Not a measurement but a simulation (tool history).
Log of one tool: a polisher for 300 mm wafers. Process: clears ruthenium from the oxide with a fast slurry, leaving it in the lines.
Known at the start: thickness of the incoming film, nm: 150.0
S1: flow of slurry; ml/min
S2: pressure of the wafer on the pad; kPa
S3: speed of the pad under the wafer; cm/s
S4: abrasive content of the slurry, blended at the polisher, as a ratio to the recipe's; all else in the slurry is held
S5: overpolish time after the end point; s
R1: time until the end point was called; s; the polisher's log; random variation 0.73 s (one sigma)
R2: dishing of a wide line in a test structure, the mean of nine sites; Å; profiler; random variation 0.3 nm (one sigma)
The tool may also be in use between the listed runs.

run 1 hour=0 | S1=290 S2=22.1 S3=82 S4=1 S5=20 | R1=39.246 R2=495.69
run 2 hour=8.3 | S1=290 S2=22.1 S3=82 S4=1 S5=23 | R1=40.894 R2=541.99
run 3 hour=10.1 | S1=360 S2=22.1 S3=82 S4=1 S5=23 | R1=40.361 R2=544.11
run 4 hour=13.8 | S1=330 S2=22.1 S3=82 S4=1 S5=23 | R1=40.54 R2=554.07
run 5 hour=21.8 | S1=330 S2=22.1 S3=82 S4=1 S5=27 | R1=39.579 R2=584.28
run 6 hour=27.9 | S1=330 S2=22.1 S3=82 S4=1 S5=22 | R1=40.353 R2=525.57
run 7 hour=30.7 | S1=280 S2=19.3 S3=80 S4=1 S5=17 | R1=46.463 R2=379.07
run 8 hour=32.5 | S1=245 S2=15.9 S3=82 S4=1.15 S5=13 | R1=54.24 R2=276.78
-- hour=35.7 slurry blender recalibrated
run 9 hour=35.7 | S1=220 S2=13.8 S3=90 S4=1.25 S5=11 | R1=49.106 R2=250.08
run 10 hour=43.9 | S1=205 S2=12.4 S3=92 S4=1.35 S5=9 | R1=53.192 R2=198.05
run 11 hour=51.8 | S1=200 S2=13.1 S3=96 S4=1.5 S5=6 | R1=46.839 R2=155.11
run 12 hour=57.5 | S1=200 S2=13.1 S3=96 S4=1.45 S5=6 | R1=47.721 R2=157.28
run 13 hour=61.1 | S1=200 S2=13.1 S3=96 S4=1.4 S5=6 | R1=48.948 R2=149.21

The next listed run, before its measurement:
run 14 hour=63.7 | S1=215 S2=13.1 S3=96 S4=1.4 S5=6 | R1=? R2=?

Run 14 gave R1 48.18 s, R2 152.58 Å.
